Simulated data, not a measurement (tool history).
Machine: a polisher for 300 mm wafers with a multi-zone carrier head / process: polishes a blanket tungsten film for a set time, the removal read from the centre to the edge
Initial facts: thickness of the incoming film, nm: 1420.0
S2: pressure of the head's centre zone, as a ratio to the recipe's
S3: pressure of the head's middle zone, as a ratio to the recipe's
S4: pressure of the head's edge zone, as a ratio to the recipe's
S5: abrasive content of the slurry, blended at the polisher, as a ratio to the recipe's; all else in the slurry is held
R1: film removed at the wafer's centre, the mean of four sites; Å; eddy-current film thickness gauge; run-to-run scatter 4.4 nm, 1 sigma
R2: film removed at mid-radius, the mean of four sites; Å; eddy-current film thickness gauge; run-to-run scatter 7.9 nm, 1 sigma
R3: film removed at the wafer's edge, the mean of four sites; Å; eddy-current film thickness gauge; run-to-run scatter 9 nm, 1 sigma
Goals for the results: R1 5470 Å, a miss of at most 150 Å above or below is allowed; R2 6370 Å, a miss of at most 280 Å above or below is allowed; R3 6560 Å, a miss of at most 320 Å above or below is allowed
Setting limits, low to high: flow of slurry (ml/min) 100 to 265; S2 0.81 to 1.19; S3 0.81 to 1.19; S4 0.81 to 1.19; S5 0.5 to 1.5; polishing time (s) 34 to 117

Run 1, day 0: flow of slurry (ml/min) 170, S2 1, S3 1, S4 1, S5 1, polishing time (s) 75. Result: R1 4383.9 Å, R2 4386.7 Å, R3 4135.5 Å.
Run 2, day 0.167: flow of slurry (ml/min) 170, S2 0.93, S3 1, S4 1, S5 1, polishing time (s) 75. Result: R1 4068.4 Å, R2 4300.1 Å, R3 4040 Å.
Run 3, day 0.396: flow of slurry (ml/min) 170, S2 0.93, S3 1, S4 1, S5 1.2, polishing time (s) 75. Result: R1 4184.8 Å, R2 4433.3 Å, R3 4273.8 Å.
Run 4, day 0.433: flow of slurry (ml/min) 170, S2 0.93, S3 1, S4 0.96, S5 1.2, polishing time (s) 75. Result: R1 4117.6 Å, R2 4552 Å, R3 4210.7 Å.
Run 5, day 0.504: flow of slurry (ml/min) 170, S2 0.93, S3 1, S4 1.01, S5 1.2, polishing time (s) 75. Result: R1 4151 Å, R2 4433.9 Å, R3 4367 Å.
Run 6, day 0.85: flow of slurry (ml/min) 175, S2 0.93, S3 1.04, S4 1.04, S5 1.25, polishing time (s) 78. Result: R1 4462.2 Å, R2 4897.2 Å, R3 4488.7 Å.
Run 7, day 1.075: flow of slurry (ml/min) 165, S2 0.9, S3 1.03, S4 1.05, S5 1.3, polishing time (s) 84. Result: R1 4583.4 Å, R2 5158.1 Å, R3 4915.5 Å.
Run 8, day 1.292: flow of slurry (ml/min) 165, S2 0.88, S3 1.03, S4 1.07, S5 1.35, polishing time (s) 88. Result: R1 4687.9 Å, R2 5470.1 Å, R3 5298.3 Å.
Run 9, day 1.521: flow of slurry (ml/min) 175, S2 0.88, S3 1.02, S4 1.09, S5 1.4, polishing time (s) 90. Result: R1 4932.4 Å, R2 5751.9 Å, R3 5570.7 Å.
Run 10, day 1.821: flow of slurry (ml/min) 185, S2 0.88, S3 1.01, S4 1.11, S5 1.4, polishing time (s) 91. Result: R1 4976.6 Å, R2 5604.7 Å, R3 5617.3 Å.
Run 11, day 2.15: flow of slurry (ml/min) 180, S2 0.88, S3 1.01, S4 1.12, S5 1.4, polishing time (s) 93. Result: R1 5101.3 Å, R2 5760.5 Å, R3 5877.8 Å.
Run 12, day 2.192: flow of slurry (ml/min) 180, S2 0.88, S3 1.01, S4 1.13, S5 1.4, polishing time (s) 94. Result: R1 5093.3 Å, R2 5705.3 Å, R3 5969.4 Å.
Run 13, day 2.45: flow of slurry (ml/min) 185, S2 0.88, S3 1.02, S4 1.14, S5 1.4, polishing time (s) 95. Result: R1 5214.8 Å, R2 5984.4 Å, R3 5971.2 Å.
Run 14, day 2.642: flow of slurry (ml/min) 185, S2 0.88, S3 1.02, S4 1.14, S5 1.4, polishing time (s) 96. Result: R1 5246.5 Å, R2 6005.9 Å, R3 6085 Å.
Run 15, day 2.825: flow of slurry (ml/min) 185, S2 0.88, S3 1.02, S4 1.15, S5 1.4, polishing time (s) 97. Result: R1 5384.4 Å, R2 5957.2 Å, R3 6097.3 Å.
Run 16, day 2.967: flow of slurry (ml/min) 195, S2 0.82, S3 1.04, S4 1.19, S5 1.5, polishing time (s) 100. Result: R1 5148.2 Å, R2 6516.7 Å, R3 6546.4 Å.
Run 17, day 3.029: flow of slurry (ml/min) 200, S2 0.83, S3 1.03, S4 1.19, S5 1.5, polishing time (s) 100. Result: R1 5295.9 Å, R2 6489.8 Å, R3 6593.9 Å.

Exercise: of the 4 proposed moves below, exactly one satisfies all targets within the stated allowed misses. Which move is it?
Run A, day 3.092: flow of slurry (ml/min) 220, S2 0.83, S3 1.01, S4 1.19, S5 1.45, polishing time (s) 107. Result: R1 ?, R2 ?, R3 ?.
Run B, day 3.092: flow of slurry (ml/min) 220, S2 0.85, S3 1, S4 1.18, S5 1.35, polishing time (s) 100. Result: R1 ?, R2 ?, R3 ?.
Run C, day 3.092: flow of slurry (ml/min) 240, S2 0.82, S3 1.06, S4 1.12, S5 1.35, polishing time (s) 103. Result: R1 ?, R2 ?, R3 ?.
Run D, day 3.092: flow of slurry (ml/min) 185, S2 0.93, S3 1.02, S4 1.18, S5 1.3, polishing time (s) 103. Result: R1 ?, R2 ?, R3 ?.

move      R1      R2      R3
   A  5782.8  7113.2  7069.2
   B  5464.2  6511.3  6494.9
   C  5498.6  7098.9  6570.5
   D  5947.2  6589.2    6517
A: carries the result that was furthest off beyond its target, to the other side
B: every result lands within tolerance
C: gets the furthest-off result to its target, but another result is out of tolerance
D: carries the result that was furthest off beyond its target, to the other side
The right move is B.
